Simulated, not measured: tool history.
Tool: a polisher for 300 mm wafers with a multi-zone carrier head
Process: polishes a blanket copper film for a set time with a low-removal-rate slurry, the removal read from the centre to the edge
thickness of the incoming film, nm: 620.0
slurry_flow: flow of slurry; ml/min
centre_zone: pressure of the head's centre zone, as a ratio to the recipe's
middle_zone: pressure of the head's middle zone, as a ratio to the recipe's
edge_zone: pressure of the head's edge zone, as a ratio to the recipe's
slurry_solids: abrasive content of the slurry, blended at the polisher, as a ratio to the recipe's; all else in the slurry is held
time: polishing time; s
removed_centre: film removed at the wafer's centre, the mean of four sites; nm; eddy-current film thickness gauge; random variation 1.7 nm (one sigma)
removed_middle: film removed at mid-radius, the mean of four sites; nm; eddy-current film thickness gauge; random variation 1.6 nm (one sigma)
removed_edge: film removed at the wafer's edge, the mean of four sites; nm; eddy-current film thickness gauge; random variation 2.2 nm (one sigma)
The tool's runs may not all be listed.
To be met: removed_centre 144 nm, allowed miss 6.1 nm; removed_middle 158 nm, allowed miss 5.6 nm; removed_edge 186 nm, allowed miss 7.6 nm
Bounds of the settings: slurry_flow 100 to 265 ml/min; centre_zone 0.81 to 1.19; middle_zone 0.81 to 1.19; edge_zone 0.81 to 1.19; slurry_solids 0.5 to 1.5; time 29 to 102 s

run,hour,slurry_flow,centre_zone,middle_zone,edge_zone,slurry_solids,time,removed_centre,removed_middle,removed_edge
1,0,170,1,1,1,1,65,221.9,224.89,235.34
2,5.4,160,0.96,0.97,1,0.9,64,204.08,206.99,221.62
3,13.4,160,0.96,1.04,1,0.9,64,201.79,220.39,218.53
4,19.9,150,0.93,1.01,1.02,0.85,63,188.09,201.94,212.31
5,25.6,150,0.93,1.01,0.94,0.85,63,188.23,206.74,204.27
6,27.4,150,0.93,1.01,0.97,0.85,63,187.43,204.07,208.94
7,35.4,140,0.9,0.99,0.98,0.8,62,177.78,193.56,200.49
8,37.5,135,0.88,0.98,1.02,0.75,61,160.71,182.74,198.04
9,42.9,130,0.87,0.96,1.02,0.7,61,153.69,174.4,184.44

Which of these 4 next moves meets every target?
A,48.3,160,0.86,1.05,0.99,0.55,66,?,?,?
B,48.3,140,0.87,0.94,1.15,0.75,54,?,?,?
C,48.3,125,0.86,1.08,0.99,0.5,70,?,?,?
D,48.3,130,0.82,1.1,0.96,0.75,60,?,?,?

move,removed_centre,removed_middle,removed_edge
A,155.05,194.67,188.36
B,140.23,159,183.34
C,151.36,195.61,186.72
D,144.98,199.54,184.34
A: further off than the last run
B: meets every target
C: further off than the last run
D: further off than the last run
The right move is B.
